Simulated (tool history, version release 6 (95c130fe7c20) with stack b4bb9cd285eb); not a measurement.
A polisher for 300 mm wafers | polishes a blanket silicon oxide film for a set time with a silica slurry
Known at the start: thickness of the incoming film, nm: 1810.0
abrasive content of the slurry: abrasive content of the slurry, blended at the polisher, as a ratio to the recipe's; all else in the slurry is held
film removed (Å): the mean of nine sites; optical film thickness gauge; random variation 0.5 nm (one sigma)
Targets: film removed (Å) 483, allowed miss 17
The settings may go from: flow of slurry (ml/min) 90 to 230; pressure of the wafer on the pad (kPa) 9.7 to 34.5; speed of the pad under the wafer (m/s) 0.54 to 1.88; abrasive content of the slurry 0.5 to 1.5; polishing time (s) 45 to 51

run    day  flow of slurry (ml/min)  pressure of the wafer on the pad (kPa)  speed of the pad under the wafer (m/s)  abrasive content of the slurry  polishing time (s)  film removed (Å)
  1      0                      150                                    22.1                                     1.2                               1                  51              1106
  2  0.067                      150                                    22.1                                     1.2                             1.1                  51            1153.7
  3  0.138                      150                                    22.1                                     1.2                            0.95                  51            1083.4
  4  0.346                      150                                    22.1                                     1.2                             0.8                  51            1010.6
  5  0.617                      150                                    22.1                                     1.2                               1                  51            1129.2
  6  0.654                      150                                    22.1                                     1.2                             1.1                  51            1164.8
  7  0.833                      150                                      20                                    1.14                             1.1                  51            1008.3
  8   1.05                      150                                    18.6                                     1.1                             1.1                  51            925.78
  9  1.367                      150                                    17.2                                    1.06                             1.1                  51            828.48
 10  1.733                      150                                    15.9                                    1.02                             1.1                  51            734.97
 11  2.033                      150                                    15.2                                       1                             1.1                  51            692.32

4 next moves are on the table. One of them brings every result within its allowed miss. Which?
  A  2.333                      135                                    13.8                                     0.7                            0.95                  51                 ?
  B  2.333                      140                                    13.1                                    0.92                             1.1                  47                 ?
  C  2.333                      110                                    13.8                                    0.88                               1                  51                 ?
  D  2.333                      100                                    11.7                                    1.08                            1.05                  47                 ?

move  film removed (Å)
   A            448.25
   B            525.46
   C            524.04
   D            484.53
A: takes the result that was furthest off past its target
B: nearer than the last run, and not there yet
C: nearer than the last run, and not there yet
D: meets every target
Answer: D
